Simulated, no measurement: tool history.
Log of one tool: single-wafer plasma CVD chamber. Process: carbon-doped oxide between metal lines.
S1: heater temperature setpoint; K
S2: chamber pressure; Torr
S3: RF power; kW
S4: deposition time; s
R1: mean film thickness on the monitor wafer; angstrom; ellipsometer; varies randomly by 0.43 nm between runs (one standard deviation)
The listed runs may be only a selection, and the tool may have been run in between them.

run	day	S1	S2	S3	S4	R1
1	0	618.15	3.8	0.49	32.8	1555.1
2	0.204	618.15	3.8	0.53	32.8	1644
3	0.312	618.15	3.8	0.53	33.8	1691.1
4	0.567	620.15	3.64	0.51	33.7	1623.7
5	0.938	612.15	3.64	0.51	33.7	1673.5
6	0.983	615.15	3.46	0.495	33.7	1607.9
7	1.088	615.15	3.46	0.495	33.7	1613.8
8	1.429	618.15	3.3	0.485	33.7	1561

For run 9, what comes out?
9	1.554	621.15	3.13	0.48	33.7	?

R1: 1534.1 angstrom
